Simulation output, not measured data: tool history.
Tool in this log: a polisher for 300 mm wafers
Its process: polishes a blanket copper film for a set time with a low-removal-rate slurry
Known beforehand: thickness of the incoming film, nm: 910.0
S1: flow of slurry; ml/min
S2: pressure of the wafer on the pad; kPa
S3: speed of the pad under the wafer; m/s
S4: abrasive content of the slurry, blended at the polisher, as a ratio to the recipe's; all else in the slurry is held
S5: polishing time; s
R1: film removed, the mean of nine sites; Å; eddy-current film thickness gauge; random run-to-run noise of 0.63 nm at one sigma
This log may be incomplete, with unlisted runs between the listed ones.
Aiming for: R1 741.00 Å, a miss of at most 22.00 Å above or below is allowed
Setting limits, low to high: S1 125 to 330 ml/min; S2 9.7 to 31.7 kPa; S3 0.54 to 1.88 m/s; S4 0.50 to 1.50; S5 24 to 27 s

{"run": 1, "hour": 0.0, "S1": 210, "S2": 20.7, "S3": 1.2, "S4": 1.0, "S5": 27, "R1": 849.18}
{"run": 2, "hour": 6.8, "S1": 210, "S2": 20.7, "S3": 1.2, "S4": 0.95, "S5": 27, "R1": 841.11}
{"run": 3, "hour": 8.8, "S1": 210, "S2": 23.4, "S3": 1.2, "S4": 0.95, "S5": 27, "R1": 937.49}
{"run": 4, "hour": 11.7, "S1": 210, "S2": 22.8, "S3": 1.2, "S4": 0.95, "S5": 27, "R1": 910.31}
{"run": 5, "hour": 19.9, "S1": 210, "S2": 22.1, "S3": 1.2, "S4": 0.95, "S5": 27, "R1": 890.17}
{"run": 6, "hour": 25.9, "S1": 260, "S2": 22.1, "S3": 1.2, "S4": 0.95, "S5": 27, "R1": 906.55}
{"run": 7, "hour": 30.9, "S1": 260, "S2": 21.4, "S3": 1.2, "S4": 0.95, "S5": 27, "R1": 896.53}
{"run": 8, "hour": 33.2, "S1": 235, "S2": 16.5, "S3": 1.2, "S4": 0.95, "S5": 27, "R1": 679.4}
{"run": 9, "hour": 41.0, "S1": 240, "S2": 17.2, "S3": 1.2, "S4": 0.95, "S5": 27, "R1": 699.16}

Pick the move, out of 4, that brings all results within their allowed miss; only one does.
{"run": "A", "hour": 48.8, "S1": 305, "S2": 19.3, "S3": 1.12, "S4": 0.9, "S5": 24, "R1": "?"}
{"run": "B", "hour": 48.8, "S1": 225, "S2": 17.2, "S3": 1.32, "S4": 0.95, "S5": 25, "R1": "?"}
{"run": "C", "hour": 48.8, "S1": 245, "S2": 18.6, "S3": 1.12, "S4": 1.1, "S5": 26, "R1": "?"}
{"run": "D", "hour": 48.8, "S1": 255, "S2": 17.2, "S3": 1.36, "S4": 0.9, "S5": 24, "R1": "?"}

move=A R1=666.10
move=B R1=686.09
move=C R1=726.33
move=D R1=670.85
A: moves away from the targets compared with the last run
B: moves away from the targets compared with the last run
C: every result lands within tolerance
D: moves away from the targets compared with the last run
So the answer is move C, the one that meets all the targets.
